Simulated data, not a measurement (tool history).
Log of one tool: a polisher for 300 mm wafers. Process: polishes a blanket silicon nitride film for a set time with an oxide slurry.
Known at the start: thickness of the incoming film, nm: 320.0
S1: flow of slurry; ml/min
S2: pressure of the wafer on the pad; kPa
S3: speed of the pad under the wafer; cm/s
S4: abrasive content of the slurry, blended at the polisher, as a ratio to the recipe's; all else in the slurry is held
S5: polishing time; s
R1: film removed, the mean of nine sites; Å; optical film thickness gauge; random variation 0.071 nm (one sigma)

Run 1, hour 0: S1 270 ml/min, S2 17.9 kPa, S3 106 cm/s, S4 1, S5 28 s. Result: R1 128.33 Å.
Run 2, hour 4.8: S1 265 ml/min, S2 17.2 kPa, S3 106 cm/s, S4 1, S5 28 s. Result: R1 123.52 Å.
Run 3, hour 9.6: S1 260 ml/min, S2 16.5 kPa, S3 106 cm/s, S4 1, S5 28 s. Result: R1 118.27 Å.
Run 4, hour 17.8: S1 260 ml/min, S2 13.8 kPa, S3 106 cm/s, S4 1, S5 28 s. Result: R1 98.939 Å.
Run 5, hour 19.3: S1 265 ml/min, S2 14.5 kPa, S3 106 cm/s, S4 1, S5 28 s. Result: R1 105.92 Å.
Run 6, hour 22: S1 265 ml/min, S2 10.3 kPa, S3 106 cm/s, S4 1, S5 28 s. Result: R1 76.685 Å.
Run 7, hour 30.7: S1 265 ml/min, S2 11.7 kPa, S3 106 cm/s, S4 1, S5 28 s. Result: R1 85.709 Å.
Run 8, hour 31.8: S1 265 ml/min, S2 12.4 kPa, S3 106 cm/s, S4 1, S5 28 s. Result: R1 89.448 Å.
Run 9, hour 36.3: S1 295 ml/min, S2 15.9 kPa, S3 106 cm/s, S4 1, S5 28 s. Result: R1 115.78 Å.
Run 10, hour 42.8: S1 295 ml/min, S2 15.9 kPa, S3 106 cm/s, S4 1, S5 28 s. Result: R1 113.18 Å.
Run 11, hour 43.4: S1 295 ml/min, S2 15.2 kPa, S3 106 cm/s, S4 1, S5 28 s. Result: R1 110.21 Å.

The next listed run, before its measurement:
Run 12, hour 45.9: S1 295 ml/min, S2 15.2 kPa, S3 106 cm/s, S4 1, S5 28 s. Result: R1 ?.

R1: 111.14 Å

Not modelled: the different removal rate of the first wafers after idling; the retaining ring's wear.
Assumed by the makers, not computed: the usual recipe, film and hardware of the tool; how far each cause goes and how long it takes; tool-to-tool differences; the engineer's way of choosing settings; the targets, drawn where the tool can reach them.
